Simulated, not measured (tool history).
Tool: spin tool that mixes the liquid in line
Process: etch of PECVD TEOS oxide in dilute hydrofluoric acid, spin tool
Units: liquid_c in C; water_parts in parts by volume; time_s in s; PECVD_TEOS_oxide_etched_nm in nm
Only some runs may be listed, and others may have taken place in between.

Run 1, hour 0: liquid_c 25 C, water_parts 95 parts by volume, time_s 105 s. Result: PECVD_TEOS_oxide_etched_nm 26.375 nm.
Run 2, hour 8.1: liquid_c 26.5 C, water_parts 90 parts by volume, time_s 105 s. Result: PECVD_TEOS_oxide_etched_nm 29.7 nm.
Run 3, hour 14.4: liquid_c 28 C, water_parts 85 parts by volume, time_s 105 s. Result: PECVD_TEOS_oxide_etched_nm 33.358 nm.
Run 4, hour 21: liquid_c 28 C, water_parts 85 parts by volume, time_s 105 s. Result: PECVD_TEOS_oxide_etched_nm 33.599 nm.
Run 5, hour 27.8: liquid_c 29 C, water_parts 85 parts by volume, time_s 105 s. Result: PECVD_TEOS_oxide_etched_nm 34.977 nm.
Run 6, hour 33.4: liquid_c 29 C, water_parts 110 parts by volume, time_s 105 s. Result: PECVD_TEOS_oxide_etched_nm 26.023 nm.
Run 7, hour 41.4: liquid_c 30 C, water_parts 105 parts by volume, time_s 105 s. Result: PECVD_TEOS_oxide_etched_nm 28.492 nm.
Run 8, hour 50: liquid_c 30.5 C, water_parts 100 parts by volume, time_s 105 s. Result: PECVD_TEOS_oxide_etched_nm 30.708 nm.
Run 9, hour 56.6: liquid_c 31 C, water_parts 95 parts by volume, time_s 105 s. Result: PECVD_TEOS_oxide_etched_nm 33.432 nm.
Run 10, hour 60.7: liquid_c 31.5 C, water_parts 90 parts by volume, time_s 105 s. Result: PECVD_TEOS_oxide_etched_nm 36.144 nm.
Run 11, hour 69: liquid_c 32 C, water_parts 85 parts by volume, time_s 105 s. Result: PECVD_TEOS_oxide_etched_nm 39.302 nm.

Predict the results of run 12:
Run 12, hour 71: liquid_c 32.5 C, water_parts 80 parts by volume, time_s 105 s. Result: PECVD_TEOS_oxide_etched_nm ?.

PECVD_TEOS_oxide_etched_nm: 42.775 nm

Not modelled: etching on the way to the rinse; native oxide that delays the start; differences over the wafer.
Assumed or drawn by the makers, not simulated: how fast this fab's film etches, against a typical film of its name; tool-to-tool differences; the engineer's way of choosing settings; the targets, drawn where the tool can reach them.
